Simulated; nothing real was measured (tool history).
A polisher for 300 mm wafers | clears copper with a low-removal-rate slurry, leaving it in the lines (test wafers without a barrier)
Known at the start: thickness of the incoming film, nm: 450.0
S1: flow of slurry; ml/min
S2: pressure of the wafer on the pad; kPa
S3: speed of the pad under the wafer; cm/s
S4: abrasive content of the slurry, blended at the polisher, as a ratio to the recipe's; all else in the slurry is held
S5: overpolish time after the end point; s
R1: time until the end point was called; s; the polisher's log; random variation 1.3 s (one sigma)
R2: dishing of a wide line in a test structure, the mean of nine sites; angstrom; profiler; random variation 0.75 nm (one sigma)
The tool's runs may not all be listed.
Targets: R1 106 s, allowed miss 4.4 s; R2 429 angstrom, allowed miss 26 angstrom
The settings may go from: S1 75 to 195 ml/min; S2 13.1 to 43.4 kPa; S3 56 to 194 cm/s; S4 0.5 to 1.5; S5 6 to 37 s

run  hour   S1    S2   S3  S4  S5      R1      R2
  1     0  125  28.3  124   1  19  82.822  419.46
  2   3.8  125  28.3  124   1  26  83.546  454.91
  3   7.1  125  28.3  142   1  26  73.391  460.84
  4  14.2  120  26.2  140   1  27  81.022  449.19
  5  17.2  120  26.2  140   1  34  80.752  468.71
  6  24.1  120  24.8  138   1  35    84.1  481.76
  7  29.1  110  17.2  136   1  32  124.17  413.72
  8  31.3  120  17.9  136   1  32  117.96   434.8
  9  35.2  120  18.6  136   1  31   113.9  430.77

5 next moves are on the table. One of them brings every result within its allowed miss. Which?
  A  39.1  150    20  142   1.2  25   ?   ?
  B  39.1  105    20  120  1.05  25   ?   ?
  C  39.1  165  21.4  106  0.85  26   ?   ?
  D  39.1  120  22.1  128  0.85  30   ?   ?
  E  39.1  145  17.9  126   1.1  30   ?   ?

move      R1      R2
   A  93.365  436.19
   B   118.1  406.02
   C   116.6  415.22
   D  103.91  447.67
   E  116.79  427.65
A: takes the result that was furthest off past its target
B: further off than the last run
C: further off than the last run
D: meets every target
E: further off than the last run
Answer: D
